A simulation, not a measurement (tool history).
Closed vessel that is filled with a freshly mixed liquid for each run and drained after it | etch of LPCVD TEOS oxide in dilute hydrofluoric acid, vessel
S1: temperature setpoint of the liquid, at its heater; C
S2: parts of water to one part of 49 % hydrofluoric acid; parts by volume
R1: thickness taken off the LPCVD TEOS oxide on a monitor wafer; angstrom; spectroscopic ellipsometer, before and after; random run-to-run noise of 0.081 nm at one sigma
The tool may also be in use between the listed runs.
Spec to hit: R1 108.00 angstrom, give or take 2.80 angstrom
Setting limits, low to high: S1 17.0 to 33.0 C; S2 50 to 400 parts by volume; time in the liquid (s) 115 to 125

{"run": 1, "hour": 0.0, "S1": 25.0, "S2": 225, "time in the liquid (s)": 115, "R1": 133.74}
{"run": 2, "hour": 7.9, "S1": 23.0, "S2": 225, "time in the liquid (s)": 115, "R1": 126.25}
{"run": 3, "hour": 11.7, "S1": 21.5, "S2": 225, "time in the liquid (s)": 115, "R1": 118.39}
{"run": 4, "hour": 20.0, "S1": 21.5, "S2": 225, "time in the liquid (s)": 125, "R1": 127.92}
{"run": 5, "hour": 26.7, "S1": 19.5, "S2": 225, "time in the liquid (s)": 125, "R1": 119.16}
{"run": 6, "hour": 32.6, "S1": 19.0, "S2": 225, "time in the liquid (s)": 125, "R1": 116.66}
{"run": 7, "hour": 40.2, "S1": 18.5, "S2": 225, "time in the liquid (s)": 125, "R1": 115.32}
{"run": 8, "hour": 48.5, "S1": 18.0, "S2": 225, "time in the liquid (s)": 125, "R1": 113.78}

Consider the 4 candidate settings below. Which is the only one whose results all fall within their allowed miss of target?
{"run": "A", "hour": 56.8, "S1": 18.5, "S2": 220, "time in the liquid (s)": 115, "R1": "?"}
{"run": "B", "hour": 56.8, "S1": 19.0, "S2": 220, "time in the liquid (s)": 125, "R1": "?"}
{"run": "C", "hour": 56.8, "S1": 17.5, "S2": 210, "time in the liquid (s)": 125, "R1": "?"}
{"run": "D", "hour": 56.8, "S1": 17.0, "S2": 190, "time in the liquid (s)": 115, "R1": "?"}

move=A R1=107.34
move=B R1=118.96
move=C R1=118.63
move=D R1=120.45
A: each result inside its tolerance
B: the biggest miss grows against the last run
C: the biggest miss grows against the last run
D: the biggest miss grows against the last run
A meets every target.

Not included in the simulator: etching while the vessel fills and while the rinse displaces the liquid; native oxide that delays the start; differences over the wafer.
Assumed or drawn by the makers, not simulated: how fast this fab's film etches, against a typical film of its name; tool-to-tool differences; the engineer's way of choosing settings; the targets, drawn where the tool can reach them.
